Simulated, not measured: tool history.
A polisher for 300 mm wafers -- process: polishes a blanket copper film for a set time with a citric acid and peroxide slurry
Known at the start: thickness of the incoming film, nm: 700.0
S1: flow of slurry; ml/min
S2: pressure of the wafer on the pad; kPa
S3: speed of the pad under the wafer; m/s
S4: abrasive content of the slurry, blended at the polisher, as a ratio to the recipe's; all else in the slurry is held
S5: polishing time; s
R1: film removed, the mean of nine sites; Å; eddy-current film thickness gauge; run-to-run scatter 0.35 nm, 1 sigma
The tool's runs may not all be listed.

{"run": 1, "hour": 0.0, "S1": 165, "S2": 17.2, "S3": 0.82, "S4": 1.0, "S5": 36, "R1": 499.86}
{"run": 2, "hour": 2.1, "S1": 165, "S2": 15.2, "S3": 0.8, "S4": 1.0, "S5": 36, "R1": 432.43}
{"run": 3, "hour": 3.6, "S1": 165, "S2": 15.2, "S3": 0.8, "S4": 1.0, "S5": 32, "R1": 388.18}
{"run": 4, "hour": 7.0, "S1": 165, "S2": 15.2, "S3": 0.8, "S4": 0.85, "S5": 32, "R1": 381.28}
{"run": 5, "hour": 8.2, "S1": 165, "S2": 17.9, "S3": 0.8, "S4": 0.85, "S5": 32, "R1": 444.85}
{"run": 6, "hour": 10.9, "S1": 165, "S2": 17.9, "S3": 0.8, "S4": 0.65, "S5": 32, "R1": 410.06}

Expected results for the next run?
{"run": 7, "hour": 14.8, "S1": 160, "S2": 13.1, "S3": 0.76, "S4": 0.65, "S5": 32, "R1": "?"}

R1: 300.82 Å
